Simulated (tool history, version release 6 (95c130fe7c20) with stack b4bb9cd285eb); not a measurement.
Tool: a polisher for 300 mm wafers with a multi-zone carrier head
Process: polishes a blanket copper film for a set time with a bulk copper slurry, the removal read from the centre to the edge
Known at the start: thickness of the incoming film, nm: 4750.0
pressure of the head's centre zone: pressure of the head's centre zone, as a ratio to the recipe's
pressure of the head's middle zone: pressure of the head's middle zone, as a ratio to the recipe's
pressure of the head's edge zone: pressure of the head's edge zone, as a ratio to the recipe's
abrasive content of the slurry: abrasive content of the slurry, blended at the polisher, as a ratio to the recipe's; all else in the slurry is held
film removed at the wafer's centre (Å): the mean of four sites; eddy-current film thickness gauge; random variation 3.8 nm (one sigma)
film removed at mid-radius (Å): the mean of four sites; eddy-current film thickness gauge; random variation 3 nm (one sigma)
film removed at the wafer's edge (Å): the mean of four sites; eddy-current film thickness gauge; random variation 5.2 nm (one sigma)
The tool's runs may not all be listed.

run	hour	flow of slurry (ml/min)	pressure of the head's centre zone	pressure of the head's middle zone	pressure of the head's edge zone	abrasive content of the slurry	polishing time (s)	film removed at the wafer's centre (Å)	film removed at mid-radius (Å)	film removed at the wafer's edge (Å)
1	0	185	1	1	1	1	53	6149	6380.1	6179.3
2	3.1	180	1.02	0.96	0.99	0.9	49	5553.5	5544.9	5591
3	5.7	180	1.05	0.93	0.98	0.85	46	5340.7	5012.2	5061.1
4	12.8	175	1.07	0.91	0.99	0.8	44	5111.2	4582.5	4974.1
5	20.7	220	1.07	0.91	0.99	0.8	44	5309.2	4648.1	5098.3
6	23.8	220	1.08	0.9	0.98	0.75	42	4996.4	4412.5	4730

Forecast run 7:
7	28.7	220	1.09	0.88	0.97	0.7	40	?	?	?

Run 7 gave film removed at the wafer's centre (Å) 4882.7, film removed at mid-radius (Å) 4143.6, film removed at the wafer's edge (Å) 4292.9.
